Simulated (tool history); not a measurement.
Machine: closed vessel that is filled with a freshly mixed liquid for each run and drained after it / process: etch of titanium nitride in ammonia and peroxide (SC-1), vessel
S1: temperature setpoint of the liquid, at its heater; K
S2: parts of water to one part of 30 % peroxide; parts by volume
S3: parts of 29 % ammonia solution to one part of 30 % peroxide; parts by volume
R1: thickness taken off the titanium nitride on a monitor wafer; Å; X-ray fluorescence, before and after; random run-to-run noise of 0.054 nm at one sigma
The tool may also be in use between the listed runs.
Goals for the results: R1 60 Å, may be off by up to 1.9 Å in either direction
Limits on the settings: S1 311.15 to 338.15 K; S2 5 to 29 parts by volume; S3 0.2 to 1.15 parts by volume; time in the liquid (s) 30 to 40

run 1 day=0 | S1=322.15 S2=16 S3=0.65 time_in_the_liquid_(s)=40 | R1=24.653
run 2 day=0.188 | S1=322.15 S2=16 S3=0.85 time_in_the_liquid_(s)=40 | R1=26.101
run 3 day=0.488 | S1=325.65 S2=16 S3=0.85 time_in_the_liquid_(s)=40 | R1=32.926
run 4 day=0.538 | S1=319.15 S2=16 S3=0.85 time_in_the_liquid_(s)=40 | R1=20.79
-- day=0.888 ammonia flow meter replaced
run 5 day=0.888 | S1=323.65 S2=16 S3=0.85 time_in_the_liquid_(s)=40 | R1=29.72
run 6 day=0.988 | S1=323.65 S2=16 S3=0.95 time_in_the_liquid_(s)=40 | R1=29.628
run 7 day=1.362 | S1=326.65 S2=16 S3=0.95 time_in_the_liquid_(s)=40 | R1=36.759
run 8 day=1.45 | S1=328.65 S2=16 S3=0.95 time_in_the_liquid_(s)=40 | R1=41.909
run 9 day=1.567 | S1=330.15 S2=16 S3=0.95 time_in_the_liquid_(s)=40 | R1=46.146
run 10 day=1.783 | S1=330.15 S2=16 S3=0.95 time_in_the_liquid_(s)=40 | R1=46.245

4 candidate next runs follow, results not yet known. Just one meets every target within its allowed miss. Identify it.
run A day=2 | S1=333.15 S2=18 S3=1 time_in_the_liquid_(s)=40 | R1=?
run B day=2 | S1=332.15 S2=12.5 S3=1 time_in_the_liquid_(s)=40 | R1=?
run C day=2 | S1=335.15 S2=16.5 S3=1 time_in_the_liquid_(s)=40 | R1=?
run D day=2 | S1=337.65 S2=20 S3=0.9 time_in_the_liquid_(s)=40 | R1=?

move=A R1=53.463
move=B R1=60.714
move=C R1=63.822
move=D R1=66.323
A: closer than the last run, but not yet in spec
B: all results in spec
C: pushes the last run's worst result past its target
D: pushes the last run's worst result past its target
B is the move that brings every result within its allowed miss.

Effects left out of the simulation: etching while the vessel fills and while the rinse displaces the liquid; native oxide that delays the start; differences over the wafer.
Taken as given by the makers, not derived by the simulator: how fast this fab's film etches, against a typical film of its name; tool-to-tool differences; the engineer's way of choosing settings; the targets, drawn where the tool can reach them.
